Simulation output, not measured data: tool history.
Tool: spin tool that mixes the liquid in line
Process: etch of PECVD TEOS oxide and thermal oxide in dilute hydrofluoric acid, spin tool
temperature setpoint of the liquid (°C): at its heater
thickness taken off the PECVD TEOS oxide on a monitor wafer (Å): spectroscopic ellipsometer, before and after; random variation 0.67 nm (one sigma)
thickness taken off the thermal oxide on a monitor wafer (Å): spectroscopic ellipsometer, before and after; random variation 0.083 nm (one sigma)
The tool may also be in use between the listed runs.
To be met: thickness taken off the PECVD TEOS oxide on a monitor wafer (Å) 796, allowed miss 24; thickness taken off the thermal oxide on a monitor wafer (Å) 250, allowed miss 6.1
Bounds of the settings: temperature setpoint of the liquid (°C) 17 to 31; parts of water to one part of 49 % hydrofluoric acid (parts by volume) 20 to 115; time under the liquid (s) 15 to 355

run	day	temperature setpoint of the liquid (°C)	parts of water to one part of 49 % hydrofluoric acid (parts by volume)	time under the liquid (s)	thickness taken off the PECVD TEOS oxide on a monitor wafer (Å)	thickness taken off the thermal oxide on a monitor wafer (Å)
1	0	23	65	180	385.09	120.12
2	0.275	24.5	65	180	411.6	127.83
3	0.396	21.5	65	180	357.9	113.29
4	0.508	21.5	45	180	541.01	167.74
5	0.704	23	45	180	563.67	177.65
6	0.879	23	25	180	1056.6	330.27
7	1.062	22	25	180	999.34	316.5
8	1.425	21	25	180	962.64	302.91
9	1.471	20.5	25	180	937.44	295.6
10	1.746	20	25	180	921.69	290.21
11	1.983	20	25	180	931.42	289.87

4 next moves are on the table. One of them brings every result within its allowed miss. Which?
A	2.221	19.5	25	160	?	?
B	2.221	24	35	175	?	?
C	2.221	21	25	155	?	?
D	2.221	26	30	140	?	?

move	thickness taken off the PECVD TEOS oxide on a monitor wafer (Å)	thickness taken off the thermal oxide on a monitor wafer (Å)
A	807.44	252.28
B	754.31	235.68
C	834.56	260.75
D	770.16	240.63
A: meets every target
B: takes the result that was furthest off past its target
C: nearer than the last run, and not there yet
D: takes the result that was furthest off past its target
Move A is the one to make.
